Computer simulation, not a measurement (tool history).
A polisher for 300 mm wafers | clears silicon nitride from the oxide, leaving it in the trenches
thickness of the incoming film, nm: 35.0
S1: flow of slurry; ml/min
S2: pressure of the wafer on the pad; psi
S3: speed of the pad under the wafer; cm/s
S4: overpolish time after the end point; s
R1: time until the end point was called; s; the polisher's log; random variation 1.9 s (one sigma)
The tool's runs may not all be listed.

{"run": 1, "hour": 0.0, "S1": 155, "S2": 1.9, "S3": 78, "S4": 3, "R1": 77.143}
{"run": 2, "hour": 4.3, "S1": 155, "S2": 1.9, "S3": 78, "S4": 3, "R1": 78.435}
{"run": 3, "hour": 6.7, "S1": 155, "S2": 1.7, "S3": 78, "S4": 3, "R1": 86.44}
{"run": 4, "hour": 8.7, "S1": 155, "S2": 1.7, "S3": 78, "S4": 3, "R1": 86.83}
{"run": 5, "hour": 10.6, "S1": 155, "S2": 1.6, "S3": 78, "S4": 3, "R1": 91.053}
{"run": 6, "hour": 18.3, "S1": 175, "S2": 1.6, "S3": 78, "S4": 3, "R1": 88.196}
{"run": 7, "hour": 26.3, "S1": 170, "S2": 1.5, "S3": 78, "S4": 3, "R1": 97.466}

The next listed run, before its measurement:
{"run": 8, "hour": 31.1, "S1": 170, "S2": 1.4, "S3": 78, "S4": 3, "R1": "?"}

Run 8 gave R1 105.6 s.
